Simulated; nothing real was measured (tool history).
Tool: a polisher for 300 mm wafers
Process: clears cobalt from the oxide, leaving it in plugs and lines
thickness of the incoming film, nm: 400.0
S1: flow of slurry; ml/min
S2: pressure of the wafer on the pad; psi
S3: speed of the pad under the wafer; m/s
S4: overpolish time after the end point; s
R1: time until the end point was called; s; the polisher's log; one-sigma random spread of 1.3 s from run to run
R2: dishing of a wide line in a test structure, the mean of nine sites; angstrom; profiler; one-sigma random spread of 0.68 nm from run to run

run  hour   S1   S2    S3  S4      R1      R2
  1   0.0  260  2.5  0.78  14  68.000  544.34
  2   0.6  260  2.3  0.78  12  73.353  456.26
  3   7.8  260  2.2  0.78  11  75.597  426.64
  4  11.0  320  2.2  0.78  11  72.817  434.45
  5  19.6  285  2.2  0.78  11  74.960  422.21
  6  27.1  330  2.2  0.78  11  74.539  423.02
  7  30.4  330  2.1  0.78  10  79.323  394.36

For run 8, what comes out?
  8  38.1  330  1.6  0.76   5   ?   ?

{"run 8": {"R1": 103.48, "R2": 176.67}}

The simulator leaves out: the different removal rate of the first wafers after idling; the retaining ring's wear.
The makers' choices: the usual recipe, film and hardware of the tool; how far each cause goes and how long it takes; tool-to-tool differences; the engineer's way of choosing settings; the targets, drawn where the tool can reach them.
